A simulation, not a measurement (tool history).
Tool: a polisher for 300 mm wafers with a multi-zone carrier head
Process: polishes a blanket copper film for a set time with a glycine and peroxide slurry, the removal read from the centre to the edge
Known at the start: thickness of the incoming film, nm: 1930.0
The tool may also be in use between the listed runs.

run  hour  flow of slurry (ml/min)  pressure of the head's centre zone  pressure of the head's middle zone  pressure of the head's edge zone  polishing time (s)  film removed at the wafer's centre (nm)  film removed at mid-radius (nm)  film removed at the wafer's edge (nm)
  1   0.0                      280                                1.00                                1.00                              1.00                  37                                   213.34                           204.24                                 201.58
  2   4.2                      280                                1.01                                0.98                              1.02                  37                                   216.73                           203.73                                 202.09
  3   8.2                      280                                1.01                                0.90                              1.02                  37                                   217.21                           191.69                                 203.76
  4  10.5                      280                                1.02                                0.89                              1.04                  37                                   222.56                           183.48                                 203.69
  5  13.2                      280                                0.95                                0.89                              1.04                  37                                   208.46                           184.61                                 206.85
  6  17.8                      280                                0.95                                0.89                              1.11                  37                                   207.11                           182.96                                 216.18
     21.9  -- centre zone pressure recalibrated
  7  21.9                      285                                0.97                                0.89                              1.12                  37                                   198.75                           187.67                                 212.82
  8  25.2                      275                                0.97                                0.88                              1.11                  38                                   204.11                           187.34                                 217.14
  9  31.2                      295                                0.98                                0.87                              1.10                  38                                   207.95                           186.91                                 218.57
 10  39.3                      280                                0.99                                0.86                              1.10                  39                                   211.82                           186.96                                 221.43
 11  40.5                      275                                1.01                                0.85                              1.09                  40                                   218.48                           193.08                                 229.41
 12  49.2                      275                                1.04                                0.84                              1.08                  40                                   227.88                           193.00                                 228.07
 13  52.6                      275                                1.06                                0.84                              1.08                  40                                   235.50                           187.96                                 225.14

Forecast run 14:
 14  55.8                      275                                1.07                                0.84                              1.08                  40                                        ?                                ?                                      ?

{"run 14": {"film removed at the wafer's centre (nm)": 236.27, "film removed at mid-radius (nm)": 190.26, "film removed at the wafer's edge (nm)": 224.88}}
